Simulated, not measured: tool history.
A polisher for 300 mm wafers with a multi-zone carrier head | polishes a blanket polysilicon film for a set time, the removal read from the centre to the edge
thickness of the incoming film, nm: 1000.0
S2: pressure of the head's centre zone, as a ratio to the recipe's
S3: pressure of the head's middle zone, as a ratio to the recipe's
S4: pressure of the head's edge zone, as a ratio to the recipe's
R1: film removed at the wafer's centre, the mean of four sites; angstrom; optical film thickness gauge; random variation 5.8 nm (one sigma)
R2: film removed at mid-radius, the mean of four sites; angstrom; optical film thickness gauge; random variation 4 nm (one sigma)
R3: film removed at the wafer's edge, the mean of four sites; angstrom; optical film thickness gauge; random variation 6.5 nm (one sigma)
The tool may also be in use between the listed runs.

Run 1, hour 0.0: flow of slurry (ml/min) 200, S2 1.00, S3 1.00, S4 1.00, polishing time (s) 44. Result: R1 3581.9 angstrom, R2 3328.9 angstrom, R3 3430.0 angstrom.
Run 2, hour 5.5: flow of slurry (ml/min) 210, S2 0.98, S3 1.04, S4 1.04, polishing time (s) 47. Result: R1 3812.8 angstrom, R2 3736.5 angstrom, R3 3619.4 angstrom.
Run 3, hour 13.5: flow of slurry (ml/min) 210, S2 0.91, S3 1.04, S4 1.04, polishing time (s) 47. Result: R1 3411.1 angstrom, R2 3733.0 angstrom, R3 3812.2 angstrom.
Run 4, hour 16.3: flow of slurry (ml/min) 210, S2 0.97, S3 1.04, S4 1.04, polishing time (s) 47. Result: R1 3721.2 angstrom, R2 3746.2 angstrom, R3 3668.6 angstrom.
Run 5, hour 21.2: flow of slurry (ml/min) 210, S2 0.97, S3 1.11, S4 1.04, polishing time (s) 47. Result: R1 3703.1 angstrom, R2 3941.5 angstrom, R3 3704.7 angstrom.
Run 6, hour 24.7: flow of slurry (ml/min) 210, S2 0.97, S3 1.14, S4 1.04, polishing time (s) 47. Result: R1 3780.2 angstrom, R2 4079.4 angstrom, R3 3756.4 angstrom.

The next listed run, before its measurement:
Run 7, hour 28.8: flow of slurry (ml/min) 205, S2 0.96, S3 1.13, S4 1.06, polishing time (s) 50. Result: R1 ?, R2 ?, R3 ?.

R1: 3840.7 angstrom
R2: 4256.4 angstrom
R3: 4054.9 angstrom
